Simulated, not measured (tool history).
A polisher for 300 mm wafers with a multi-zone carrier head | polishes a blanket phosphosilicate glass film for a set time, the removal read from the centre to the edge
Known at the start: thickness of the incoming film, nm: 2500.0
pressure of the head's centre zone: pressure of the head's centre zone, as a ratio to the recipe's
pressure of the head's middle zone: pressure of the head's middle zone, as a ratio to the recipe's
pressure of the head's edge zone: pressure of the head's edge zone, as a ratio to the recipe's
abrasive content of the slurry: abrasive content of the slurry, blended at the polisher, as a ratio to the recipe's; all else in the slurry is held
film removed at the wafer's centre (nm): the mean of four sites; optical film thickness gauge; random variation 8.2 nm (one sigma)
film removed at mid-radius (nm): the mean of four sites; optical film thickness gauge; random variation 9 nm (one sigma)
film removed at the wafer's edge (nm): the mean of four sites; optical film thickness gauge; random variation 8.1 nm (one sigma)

run	hour	flow of slurry (ml/min)	pressure of the head's centre zone	pressure of the head's middle zone	pressure of the head's edge zone	abrasive content of the slurry	polishing time (s)	film removed at the wafer's centre (nm)	film removed at mid-radius (nm)	film removed at the wafer's edge (nm)
1	0.0	280	1.00	1.00	1.00	1.00	87	438.61	448.13	436.40
2	8.1	340	1.00	1.00	1.00	1.00	87	459.59	450.84	445.08
3	13.5	340	1.00	1.00	1.00	1.00	78	400.51	398.94	406.07
4	14.7	340	0.99	1.01	1.02	1.05	80	407.45	420.42	427.21
5	21.8	340	0.99	1.02	1.03	1.10	82	434.94	438.11	445.54
6	25.8	340	0.98	1.03	1.04	1.15	84	453.48	469.44	460.09
7	32.6	340	0.96	1.03	1.06	1.20	86	459.72	485.87	478.63

Run 8 comes next. What will it give?
8	39.6	345	0.95	1.03	1.08	1.25	88	?	?	?

film removed at the wafer's centre (nm): 472.59
film removed at mid-radius (nm): 502.18
film removed at the wafer's edge (nm): 503.94

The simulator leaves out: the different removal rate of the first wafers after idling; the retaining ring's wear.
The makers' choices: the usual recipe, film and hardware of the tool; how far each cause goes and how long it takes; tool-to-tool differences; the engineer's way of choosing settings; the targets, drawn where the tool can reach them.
